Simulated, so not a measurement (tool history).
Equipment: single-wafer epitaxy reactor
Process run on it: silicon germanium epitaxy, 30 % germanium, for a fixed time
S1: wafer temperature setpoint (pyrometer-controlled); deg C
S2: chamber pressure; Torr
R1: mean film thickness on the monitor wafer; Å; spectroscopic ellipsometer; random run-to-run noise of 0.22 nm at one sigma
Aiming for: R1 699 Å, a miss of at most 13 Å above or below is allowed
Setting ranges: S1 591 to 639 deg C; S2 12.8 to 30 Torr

run 1 day=0 | S1=615 S2=21.4 | R1=768.72
run 2 day=0.25 | S1=615 S2=23.4 | R1=792.19
run 3 day=0.346 | S1=609 S2=23.4 | R1=720.58
run 4 day=0.471 | S1=605 S2=23.4 | R1=678.86
run 5 day=0.508 | S1=597 S2=23.4 | R1=596.6
run 6 day=0.775 | S1=597 S2=20.4 | R1=565.91
run 7 day=1.058 | S1=601 S2=20.5 | R1=608.02
run 8 day=1.146 | S1=603 S2=20.6 | R1=625.43
run 9 day=1.454 | S1=605 S2=20.6 | R1=646.36
run 10 day=1.675 | S1=606 S2=20.6 | R1=657.39
run 11 day=1.721 | S1=607 S2=20.6 | R1=661.38
run 12 day=1.992 | S1=608 S2=20.6 | R1=678.23

Exercise: of the 5 proposed moves below, exactly one satisfies all targets within the stated allowed misses. Which move is it?
run A day=2.262 | S1=605 S2=25.1 | R1=?
run B day=2.262 | S1=606 S2=27.9 | R1=?
run C day=2.262 | S1=612 S2=21.9 | R1=?
run D day=2.262 | S1=609 S2=24.3 | R1=?
run E day=2.262 | S1=607 S2=20.9 | R1=?

move=A R1=696.56
move=B R1=736.11
move=C R1=739.49
move=D R1=733.1
move=E R1=672.03
A: in spec on every target
B: takes the result that was furthest off past its target
C: takes the result that was furthest off past its target
D: takes the result that was furthest off past its target
E: further off than the last run
So the answer is move A, the one that meets all the targets.
